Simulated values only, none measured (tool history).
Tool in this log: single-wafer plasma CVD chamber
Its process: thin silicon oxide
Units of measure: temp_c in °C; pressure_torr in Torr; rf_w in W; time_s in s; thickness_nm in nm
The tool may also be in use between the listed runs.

Run 1, hour 0: temp_c 415 °C, pressure_torr 0.532 Torr, rf_w 250 W, time_s 11.07 s. Result: thickness_nm 10.312 nm.
Run 2, hour 0.8: temp_c 415 °C, pressure_torr 0.492 Torr, rf_w 250 W, time_s 11.07 s. Result: thickness_nm 9.7304 nm.
Run 3, hour 5.1: temp_c 405 °C, pressure_torr 0.492 Torr, rf_w 250 W, time_s 11.07 s. Result: thickness_nm 9.7677 nm.
Run 4, hour 13.3: temp_c 410 °C, pressure_torr 0.492 Torr, rf_w 250 W, time_s 11.07 s. Result: thickness_nm 9.6464 nm.
Run 5, hour 19.5: temp_c 410 °C, pressure_torr 0.545 Torr, rf_w 250 W, time_s 11.07 s. Result: thickness_nm 10.497 nm.
Run 6, hour 27.4: temp_c 410 °C, pressure_torr 0.545 Torr, rf_w 275 W, time_s 11.07 s. Result: thickness_nm 11.078 nm.
Run 7, hour 29.6: temp_c 410 °C, pressure_torr 0.487 Torr, rf_w 275 W, time_s 11.07 s. Result: thickness_nm 10.21 nm.
Run 8, hour 34.3: temp_c 410 °C, pressure_torr 0.443 Torr, rf_w 270 W, time_s 11.07 s. Result: thickness_nm 9.3179 nm.
Run 9, hour 37.6: temp_c 410 °C, pressure_torr 0.411 Torr, rf_w 270 W, time_s 11.07 s. Result: thickness_nm 8.6957 nm.
Run 10, hour 41.8: temp_c 410 °C, pressure_torr 0.392 Torr, rf_w 270 W, time_s 11.07 s. Result: thickness_nm 8.4551 nm.
Run 11, hour 46.4: temp_c 410 °C, pressure_torr 0.376 Torr, rf_w 270 W, time_s 11.07 s. Result: thickness_nm 8.1332 nm.
Run 12, hour 48.1: temp_c 410 °C, pressure_torr 0.366 Torr, rf_w 270 W, time_s 11.07 s. Result: thickness_nm 8.0156 nm.
At hour 50.3: capacitance manometer re-zeroed and calibrated.
Run 13, hour 50.3: temp_c 410 °C, pressure_torr 0.358 Torr, rf_w 270 W, time_s 11.07 s. Result: thickness_nm 8.3497 nm.
Run 14, hour 57.9: temp_c 410 °C, pressure_torr 0.348 Torr, rf_w 260 W, time_s 11.07 s. Result: thickness_nm 8.0169 nm.

Run 15 has not been measured yet. What should we expect?
Run 15, hour 61.7: temp_c 411 °C, pressure_torr 0.34 Torr, rf_w 255 W, time_s 11.07 s. Result: thickness_nm ?.

thickness_nm: 7.8385 nm

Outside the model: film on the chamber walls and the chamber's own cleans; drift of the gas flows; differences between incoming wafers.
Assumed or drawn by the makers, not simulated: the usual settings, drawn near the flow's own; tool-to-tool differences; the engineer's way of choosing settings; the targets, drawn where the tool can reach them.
